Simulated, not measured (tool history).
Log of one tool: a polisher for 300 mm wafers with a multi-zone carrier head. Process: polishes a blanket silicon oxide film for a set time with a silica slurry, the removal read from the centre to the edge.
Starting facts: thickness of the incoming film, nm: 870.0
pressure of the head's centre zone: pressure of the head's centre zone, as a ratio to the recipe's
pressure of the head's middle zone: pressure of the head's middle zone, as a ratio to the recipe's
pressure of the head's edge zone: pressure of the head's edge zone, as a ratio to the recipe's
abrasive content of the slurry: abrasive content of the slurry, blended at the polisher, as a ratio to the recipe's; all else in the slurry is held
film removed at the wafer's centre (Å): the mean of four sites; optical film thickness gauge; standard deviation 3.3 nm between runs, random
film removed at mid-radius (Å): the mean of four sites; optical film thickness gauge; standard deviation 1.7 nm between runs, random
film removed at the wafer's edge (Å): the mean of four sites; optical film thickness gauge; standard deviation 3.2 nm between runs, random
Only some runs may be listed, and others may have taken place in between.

run,hour,flow of slurry (ml/min),pressure of the head's centre zone,pressure of the head's middle zone,pressure of the head's edge zone,abrasive content of the slurry,polishing time (s),film removed at the wafer's centre (Å),film removed at mid-radius (Å),film removed at the wafer's edge (Å)
1,0.0,265,1.00,1.00,1.00,1.00,51,1940.7,1897.5,1859.1
2,6.8,265,1.00,0.93,1.00,1.00,51,1887.4,1776.2,1872.6
3,13.2,265,1.07,0.93,1.00,1.00,51,2037.2,1768.3,1931.4
4,20.8,265,1.07,1.00,1.00,1.00,51,2019.9,1878.7,1866.5
5,25.8,275,1.09,0.99,1.01,1.10,51,2169.4,1952.6,1994.6
6,30.9,320,1.09,0.99,1.01,1.10,51,2233.2,2023.3,2007.7
7,32.5,290,1.19,0.97,1.11,1.35,53,2656.0,2209.1,2328.3

Estimate the outcome of run 8 from the log above:
8,36.2,300,1.19,0.96,1.12,1.40,53,?,?,?

film removed at the wafer's centre (Å): 2752.2
film removed at mid-radius (Å): 2198.3
film removed at the wafer's edge (Å): 2403.5

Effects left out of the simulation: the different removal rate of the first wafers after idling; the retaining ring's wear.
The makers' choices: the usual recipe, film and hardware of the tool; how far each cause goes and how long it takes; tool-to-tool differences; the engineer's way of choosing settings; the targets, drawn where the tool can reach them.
